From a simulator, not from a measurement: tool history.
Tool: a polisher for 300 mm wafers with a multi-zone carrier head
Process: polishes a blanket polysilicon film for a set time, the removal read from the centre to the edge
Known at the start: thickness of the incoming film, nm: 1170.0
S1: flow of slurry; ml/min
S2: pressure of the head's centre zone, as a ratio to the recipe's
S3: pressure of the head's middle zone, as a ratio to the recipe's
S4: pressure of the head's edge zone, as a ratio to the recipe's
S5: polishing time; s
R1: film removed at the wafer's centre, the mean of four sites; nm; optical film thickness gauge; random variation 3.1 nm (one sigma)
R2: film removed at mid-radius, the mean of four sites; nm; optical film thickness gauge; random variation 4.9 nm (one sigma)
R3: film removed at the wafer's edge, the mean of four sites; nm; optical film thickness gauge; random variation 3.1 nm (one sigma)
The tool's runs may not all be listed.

Run 1, hour 0: S1 215 ml/min, S2 1, S3 1, S4 1, S5 66 s. Result: R1 493.04 nm, R2 474.9 nm, R3 473.79 nm.
Run 2, hour 9: S1 220 ml/min, S2 0.99, S3 1.01, S4 1.01, S5 66 s. Result: R1 499.46 nm, R2 475.64 nm, R3 478 nm.
Run 3, hour 17.2: S1 220 ml/min, S2 0.98, S3 1.03, S4 1.02, S5 66 s. Result: R1 497.07 nm, R2 488.34 nm, R3 477.87 nm.
Run 4, hour 19: S1 220 ml/min, S2 0.97, S3 1.04, S4 1.03, S5 66 s. Result: R1 486.88 nm, R2 486.43 nm, R3 479.6 nm.
Run 5, hour 27.1: S1 220 ml/min, S2 0.97, S3 0.98, S4 1.03, S5 66 s. Result: R1 484.85 nm, R2 473.48 nm, R3 479.26 nm.
Run 6, hour 31.6: S1 220 ml/min, S2 0.97, S3 0.98, S4 1.09, S5 66 s. Result: R1 488.6 nm, R2 459.44 nm, R3 488.02 nm.
Run 7, hour 36: S1 220 ml/min, S2 0.96, S3 1, S4 1.09, S5 66 s. Result: R1 478.8 nm, R2 476.61 nm, R3 486.15 nm.

Run 8 comes next. What will it give?
Run 8, hour 38.5: S1 225 ml/min, S2 0.95, S3 1.01, S4 1.09, S5 66 s. Result: R1 ?, R2 ?, R3 ?.

Run 8 gave R1 482.22 nm, R2 482.83 nm, R3 491.88 nm.
